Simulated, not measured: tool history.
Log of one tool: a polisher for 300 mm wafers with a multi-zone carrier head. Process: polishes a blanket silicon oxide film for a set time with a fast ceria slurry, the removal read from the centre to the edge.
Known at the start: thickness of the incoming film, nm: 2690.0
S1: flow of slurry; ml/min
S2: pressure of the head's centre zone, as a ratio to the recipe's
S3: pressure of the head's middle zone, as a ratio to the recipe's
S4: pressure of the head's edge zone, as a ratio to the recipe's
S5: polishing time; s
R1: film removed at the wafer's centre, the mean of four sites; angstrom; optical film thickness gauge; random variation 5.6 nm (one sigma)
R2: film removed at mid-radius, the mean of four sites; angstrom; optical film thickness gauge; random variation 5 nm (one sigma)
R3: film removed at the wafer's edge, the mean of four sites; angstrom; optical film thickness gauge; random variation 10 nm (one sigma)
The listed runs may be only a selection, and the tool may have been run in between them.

| run | hour | S1 | S2 | S3 | S4 | S5 | R1 | R2 | R3 |
|---|---|---|---|---|---|---|---|---|---|
| 1 | 0.0 | 295 | 1.00 | 1.00 | 1.00 | 65 | 5242.6 | 5298.1 | 5212.8 |
| 2 | 8.8 | 295 | 1.00 | 1.01 | 1.02 | 68 | 5488.7 | 5632.4 | 5611.5 |
| 3 | 13.3 | 295 | 1.00 | 1.01 | 1.07 | 68 | 5574.4 | 5636.7 | 5690.1 |
| 4 | 22.1 | 295 | 1.00 | 1.02 | 1.08 | 70 | 5740.5 | 5821.1 | 5802.5 |
| 5 | 24.3 | 295 | 1.00 | 0.96 | 1.08 | 70 | 5684.6 | 5573.4 | 5752.5 |
| 6 | 27.0 | 295 | 1.00 | 0.98 | 1.09 | 72 | 5884.5 | 5739.5 | 5860.9 |
| 7 | 28.8 | 295 | 1.00 | 0.99 | 1.10 | 74 | 6049.8 | 5941.9 | 6099.9 |
| 8 | 30.0 | 295 | 1.00 | 1.00 | 1.11 | 76 | 6241.8 | 6200.7 | 6459.9 |
| 9 | 38.9 | 300 | 1.01 | 1.02 | 1.12 | 77 | 6359.5 | 6378.9 | 6615.9 |

Run 10 comes next. What will it give?
| 10 | 41.2 | 305 | 1.02 | 1.04 | 1.12 | 78 | ? | ? | ? |

{"run 10": {"R1": 6476.4, "R2": 6546.2, "R3": 6598.8}}
